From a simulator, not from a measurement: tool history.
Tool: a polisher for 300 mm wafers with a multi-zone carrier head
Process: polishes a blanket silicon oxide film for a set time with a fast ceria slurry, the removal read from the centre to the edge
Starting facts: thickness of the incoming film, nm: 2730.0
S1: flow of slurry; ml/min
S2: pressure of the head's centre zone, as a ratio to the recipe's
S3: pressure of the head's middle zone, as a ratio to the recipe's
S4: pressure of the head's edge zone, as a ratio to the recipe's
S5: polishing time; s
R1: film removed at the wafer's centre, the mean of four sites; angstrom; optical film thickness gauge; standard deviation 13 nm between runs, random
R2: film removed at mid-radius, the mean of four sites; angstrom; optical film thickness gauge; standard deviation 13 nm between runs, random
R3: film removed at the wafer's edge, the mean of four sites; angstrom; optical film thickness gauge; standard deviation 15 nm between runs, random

Run 1, hour 0.0: S1 215 ml/min, S2 1.00, S3 1.00, S4 1.00, S5 53 s. Result: R1 12282 angstrom, R2 11495 angstrom, R3 11105 angstrom.
Run 2, hour 6.8: S1 225 ml/min, S2 0.99, S3 1.03, S4 1.04, S5 57 s. Result: R1 13332 angstrom, R2 12973 angstrom, R3 12510 angstrom.
Run 3, hour 10.8: S1 225 ml/min, S2 0.99, S3 1.11, S4 1.04, S5 57 s. Result: R1 13194 angstrom, R2 13622 angstrom, R3 12467 angstrom.
Run 4, hour 14.2: S1 225 ml/min, S2 0.99, S3 1.11, S4 1.04, S5 47 s. Result: R1 10926 angstrom, R2 11270 angstrom, R3 10220 angstrom.
At hour 21.6: centre zone pressure recalibrated.
Run 5, hour 21.6: S1 235 ml/min, S2 0.99, S3 1.12, S4 1.07, S5 51 s. Result: R1 10836 angstrom, R2 12063 angstrom, R3 11358 angstrom.
Run 6, hour 29.9: S1 235 ml/min, S2 0.99, S3 1.19, S4 1.07, S5 51 s. Result: R1 10774 angstrom, R2 12994 angstrom, R3 11264 angstrom.
Run 7, hour 33.8: S1 245 ml/min, S2 1.01, S3 1.18, S4 1.08, S5 55 s. Result: R1 11837 angstrom, R2 13781 angstrom, R3 12288 angstrom.

Estimate the outcome of run 8 from the log above:
Run 8, hour 41.2: S1 285 ml/min, S2 1.07, S3 1.19, S4 1.17, S5 69 s. Result: R1 ?, R2 ?, R3 ?.

R1: 16331 angstrom
R2: 17727 angstrom
R3: 16695 angstrom
